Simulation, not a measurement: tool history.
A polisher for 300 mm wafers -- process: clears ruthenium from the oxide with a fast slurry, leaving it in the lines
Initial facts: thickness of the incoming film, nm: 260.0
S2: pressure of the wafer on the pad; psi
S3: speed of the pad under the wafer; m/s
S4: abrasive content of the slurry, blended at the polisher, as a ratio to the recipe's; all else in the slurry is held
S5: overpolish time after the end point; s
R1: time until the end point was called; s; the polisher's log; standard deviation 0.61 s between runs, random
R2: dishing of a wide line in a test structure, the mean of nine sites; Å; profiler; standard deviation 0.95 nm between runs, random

run 1 day=0 | flow_of_slurry_(ml/min)=160 S2=3.4 S3=1.24 S4=1 S5=30 | R1=43.16 R2=1099.8
run 2 day=0.288 | flow_of_slurry_(ml/min)=155 S2=3 S3=1.24 S4=1 S5=31 | R1=48.991 R2=1038.7
run 3 day=0.512 | flow_of_slurry_(ml/min)=155 S2=2.3 S3=1.24 S4=1 S5=31 | R1=62.67 R2=846.35
run 4 day=0.888 | flow_of_slurry_(ml/min)=120 S2=2.3 S3=1.24 S4=1 S5=31 | R1=66.549 R2=826.07
run 5 day=1.033 | flow_of_slurry_(ml/min)=120 S2=2.3 S3=1.24 S4=1.1 S5=31 | R1=63.364 R2=852.86
run 6 day=1.292 | flow_of_slurry_(ml/min)=120 S2=1.7 S3=1.24 S4=1.1 S5=31 | R1=82.263 R2=656.7
run 7 day=1.5 | flow_of_slurry_(ml/min)=130 S2=1.8 S3=1.24 S4=1.1 S5=32 | R1=78.607 R2=741.34
run 8 day=1.829 | flow_of_slurry_(ml/min)=140 S2=1.9 S3=1.24 S4=1.1 S5=32 | R1=72.417 R2=768.18
run 9 day=1.875 | flow_of_slurry_(ml/min)=150 S2=1.9 S3=1.24 S4=1.1 S5=33 | R1=72.591 R2=803.6
run 10 day=2.004 | flow_of_slurry_(ml/min)=160 S2=1.9 S3=1.24 S4=1.1 S5=33 | R1=70.718 R2=812.68
run 11 day=2.379 | flow_of_slurry_(ml/min)=165 S2=1.9 S3=1.24 S4=1.1 S5=33 | R1=71.686 R2=809.44
run 12 day=2.754 | flow_of_slurry_(ml/min)=175 S2=1.9 S3=1.24 S4=1.1 S5=33 | R1=70.672 R2=812.45
run 13 day=2.908 | flow_of_slurry_(ml/min)=180 S2=1.9 S3=1.24 S4=1.1 S5=33 | R1=71.285 R2=815.49
run 14 day=3.133 | flow_of_slurry_(ml/min)=190 S2=2.2 S3=1.24 S4=1.1 S5=34 | R1=60.114 R2=921.05

Run 15 is up next; what results do you expect?
run 15 day=3.242 | flow_of_slurry_(ml/min)=180 S2=2.2 S3=1.24 S4=1.1 S5=34 | R1=? R2=?

Logged for run 15: R1 61.625 s, R2 934.68 Å.

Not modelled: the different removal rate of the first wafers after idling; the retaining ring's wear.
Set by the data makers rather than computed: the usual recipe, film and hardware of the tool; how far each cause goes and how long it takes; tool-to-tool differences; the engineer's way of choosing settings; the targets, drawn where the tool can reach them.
